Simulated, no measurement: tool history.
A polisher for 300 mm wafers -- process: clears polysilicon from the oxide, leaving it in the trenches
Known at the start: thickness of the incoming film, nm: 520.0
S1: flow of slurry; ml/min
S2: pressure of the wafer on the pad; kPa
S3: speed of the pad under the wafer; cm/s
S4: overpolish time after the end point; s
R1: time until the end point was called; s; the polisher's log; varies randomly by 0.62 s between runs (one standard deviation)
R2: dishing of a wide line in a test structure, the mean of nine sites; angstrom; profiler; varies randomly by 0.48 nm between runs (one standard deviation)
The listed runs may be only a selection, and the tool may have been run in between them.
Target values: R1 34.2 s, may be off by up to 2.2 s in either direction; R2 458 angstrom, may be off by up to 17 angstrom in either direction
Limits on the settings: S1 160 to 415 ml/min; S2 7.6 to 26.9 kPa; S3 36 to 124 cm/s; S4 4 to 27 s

run,hour,S1,S2,S3,S4,R1,R2
1,0,265,17.2,80,14,53.988,431.31
2,2.5,265,17.2,64,14,69.067,417.29
3,8.9,265,18.6,66,14,59.739,415.79
4,15.7,265,18.6,50,14,78.621,395.91
5,22.2,265,20,54,14,67.929,407.43
6,30.8,265,22.8,54,14,63.074,426.93
7,32.9,265,23.4,60,13,57.271,417.18
8,37.7,265,24.1,64,13,48.521,429.6
9,39.7,265,24.8,66,13,47.67,446.58
10,45.4,265,24.8,68,12,45.674,437.23
11,50,265,24.8,70,12,43.906,438.94
12,52,265,24.8,72,12,43.133,437.95
13,53.2,265,24.8,74,12,42.063,448.47
14,58.8,265,24.8,76,12,40.684,438.37
15,65.6,265,26.2,80,12,37.376,453.96

Which one of the following 5 next-run settings gets every result inside its allowed miss? There is exactly one.
A,72.4,210,26.9,90,12,?,?
B,72.4,190,26.9,74,14,?,?
C,72.4,265,25.5,70,16,?,?
D,72.4,240,24.1,78,12,?,?
E,72.4,290,26.9,94,11,?,?

move,R1,R2
A,33.109,452.44
B,40.489,450.46
C,43.278,453.19
D,41.349,440.72
E,30.762,451.89
A: all results land within tolerance of their targets
B: further off than the last run
C: further off than the last run
D: further off than the last run
E: moves the result that the last run missed by most past its target, out the other side
The move that meets every target is A.

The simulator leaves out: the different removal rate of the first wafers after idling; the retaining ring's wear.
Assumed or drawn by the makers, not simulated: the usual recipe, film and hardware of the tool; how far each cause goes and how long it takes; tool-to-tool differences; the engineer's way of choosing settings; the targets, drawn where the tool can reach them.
